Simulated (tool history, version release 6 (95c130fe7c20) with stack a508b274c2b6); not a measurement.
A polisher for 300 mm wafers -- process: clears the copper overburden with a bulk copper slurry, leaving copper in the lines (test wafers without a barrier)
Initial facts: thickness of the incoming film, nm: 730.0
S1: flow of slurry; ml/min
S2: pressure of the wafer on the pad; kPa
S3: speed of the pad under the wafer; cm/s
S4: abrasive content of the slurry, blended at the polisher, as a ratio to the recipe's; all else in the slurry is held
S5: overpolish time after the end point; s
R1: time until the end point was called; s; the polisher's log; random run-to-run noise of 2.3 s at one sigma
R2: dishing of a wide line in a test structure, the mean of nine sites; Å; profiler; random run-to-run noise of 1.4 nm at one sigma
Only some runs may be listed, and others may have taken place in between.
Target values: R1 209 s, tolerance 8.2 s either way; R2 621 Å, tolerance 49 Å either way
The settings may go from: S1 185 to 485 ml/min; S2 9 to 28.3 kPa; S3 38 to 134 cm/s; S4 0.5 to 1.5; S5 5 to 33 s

run 1 hour=0 | S1=310 S2=18.6 S3=86 S4=1 S5=17 | R1=101.06 R2=832.19
run 2 hour=1.9 | S1=310 S2=14.5 S3=86 S4=1 S5=17 | R1=125.12 R2=680.3
run 3 hour=5.5 | S1=310 S2=13.8 S3=82 S4=1 S5=18 | R1=133.59 R2=650.28
run 4 hour=9.5 | S1=380 S2=13.8 S3=82 S4=1 S5=18 | R1=133.99 R2=652.16
run 5 hour=13.6 | S1=435 S2=13.8 S3=82 S4=1 S5=18 | R1=131.83 R2=657.59
run 6 hour=22.5 | S1=435 S2=9.7 S3=82 S4=1 S5=18 | R1=177.47 R2=519.79
run 7 hour=29.8 | S1=435 S2=9.7 S3=80 S4=1 S5=19 | R1=182.66 R2=533.09
run 8 hour=35.6 | S1=435 S2=9.7 S3=78 S4=1 S5=20 | R1=184.24 R2=541.81
run 9 hour=40.8 | S1=435 S2=9.7 S3=76 S4=1 S5=21 | R1=183.57 R2=566.86
run 10 hour=48.5 | S1=435 S2=9.7 S3=74 S4=1 S5=22 | R1=191.64 R2=584.08
run 11 hour=53.6 | S1=435 S2=9.7 S3=74 S4=1 S5=23 | R1=187.89 R2=594.67
-- hour=57.6 head pressure recalibrated
run 12 hour=57.6 | S1=435 S2=9.7 S3=72 S4=1 S5=24 | R1=175.89 R2=637.88
run 13 hour=58.6 | S1=435 S2=9.7 S3=68 S4=1 S5=25 | R1=181.18 R2=666.11
run 14 hour=67.6 | S1=435 S2=9.7 S3=66 S4=1 S5=25 | R1=189.58 R2=649.73
run 15 hour=70.7 | S1=435 S2=9.7 S3=64 S4=1 S5=25 | R1=189.69 R2=657.32
run 16 hour=78.3 | S1=435 S2=9.7 S3=62 S4=1 S5=25 | R1=189.04 R2=641.28
run 17 hour=79.5 | S1=435 S2=9.7 S3=60 S4=1 S5=25 | R1=189.22 R2=614.82
run 18 hour=85.8 | S1=435 S2=9.7 S3=60 S4=1 S5=25 | R1=196.21 R2=631.88

5 candidate next runs follow, results not yet known. Just one meets every target within its allowed miss. Identify it.
run A hour=92.1 | S1=435 S2=9.7 S3=72 S4=0.8 S5=24 | R1=? R2=?
run B hour=92.1 | S1=440 S2=9.7 S3=68 S4=1.1 S5=19 | R1=? R2=?
run C hour=92.1 | S1=425 S2=11.7 S3=40 S4=0.9 S5=26 | R1=? R2=?
run D hour=92.1 | S1=435 S2=11 S3=56 S4=1.1 S5=23 | R1=? R2=?
run E hour=92.1 | S1=355 S2=12.4 S3=48 S4=0.95 S5=19 | R1=? R2=?

move=A R1=189.71 R2=596.68
move=B R1=176.15 R2=527.65
move=C R1=206.54 R2=606.25
move=D R1=174.69 R2=623.64
move=E R1=180.49 R2=528.77
A: lands further from the targets than the last run did
B: lands further from the targets than the last run did
C: every result within its allowed miss
D: lands further from the targets than the last run did
E: lands further from the targets than the last run did
Move C is the one to make.
